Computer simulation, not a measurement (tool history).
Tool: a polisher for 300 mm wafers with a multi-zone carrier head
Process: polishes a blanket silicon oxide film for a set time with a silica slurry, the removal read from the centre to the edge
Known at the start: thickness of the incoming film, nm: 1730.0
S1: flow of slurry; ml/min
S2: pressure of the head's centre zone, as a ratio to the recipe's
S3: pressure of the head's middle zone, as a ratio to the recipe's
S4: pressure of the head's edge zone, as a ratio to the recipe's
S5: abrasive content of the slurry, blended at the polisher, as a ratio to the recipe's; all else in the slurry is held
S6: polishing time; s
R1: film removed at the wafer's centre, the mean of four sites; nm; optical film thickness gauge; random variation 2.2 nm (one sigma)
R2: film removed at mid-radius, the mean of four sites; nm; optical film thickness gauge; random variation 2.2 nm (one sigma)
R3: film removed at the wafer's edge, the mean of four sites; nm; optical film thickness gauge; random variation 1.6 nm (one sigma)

run  hour   S1    S2    S3    S4    S5  S6      R1      R2      R3
  1     0  210     1     1     1     1  65  207.59  205.36  209.26
  2   7.8  210     1     1     1   0.9  65  197.54  199.11  204.61
  3   9.4  205  0.98  0.99  0.99   0.9  65  189.85  196.75  198.39
  4  16.2  205  0.98  0.99  0.99   0.9  79  227.63  240.62  241.79
  5    19  205  0.98  0.99  0.99   0.9  68  201.55  210.25   208.4
  6  27.2  200  0.97  0.97  1.01  0.85  68  196.62  200.25  203.77
  7    29  205  0.94  0.96  1.04   0.8  68   182.3  192.52  201.57
  8  34.7  200  0.93  0.95  1.04   0.8  68  182.98  187.22  201.84
  9  40.7  195  0.92  0.94  1.04   0.8  68  181.94  189.85  203.21
 10  43.4  195  0.91  0.93  1.04   0.8  68  175.43  188.48  200.58
 11  48.6  195  0.91  0.92  1.04   0.8  68   176.8   184.4  202.49

Forecast run 12:
 12  55.6  195  0.9  0.91  1.03  0.8  68   ?   ?   ?

R1: 173.21 nm
R2: 185.19 nm
R3: 204.1 nm

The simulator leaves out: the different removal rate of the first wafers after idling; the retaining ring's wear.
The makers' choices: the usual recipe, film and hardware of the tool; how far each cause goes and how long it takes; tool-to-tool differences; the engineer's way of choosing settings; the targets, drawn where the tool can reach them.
